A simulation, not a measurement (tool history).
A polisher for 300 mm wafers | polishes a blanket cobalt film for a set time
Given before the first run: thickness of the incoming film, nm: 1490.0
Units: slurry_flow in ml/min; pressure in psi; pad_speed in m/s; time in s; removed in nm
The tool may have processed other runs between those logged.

run,hour,slurry_flow,pressure,pad_speed,time,removed
1,0,220,2.4,1.3,93,682.64
2,1.9,225,2.6,1.3,93,748.03
3,3.1,230,2.8,1.3,93,796.32
4,4.1,230,2.8,1,93,608.9
5,12.1,230,3.1,1.04,93,716.14
6,14.8,230,3.1,1.04,93,706.35
7,18.7,235,3.3,1.08,93,788.58
8,22.5,235,3.4,1.1,93,833.2
9,28.1,235,3.5,1.12,93,862.17
10,29.6,240,3.6,1.14,93,901.4
11,33.2,240,3.6,1.16,93,915.14
# hour 37.8: worn pad replaced by a new one
12,37.8,240,3.6,1.18,93,1005.3
13,39.3,240,3.6,1.18,93,1012.8

Expected results for the next run?
14,44.9,235,3.6,1.18,93,?

Run 14 measured removed 1013.5 nm.
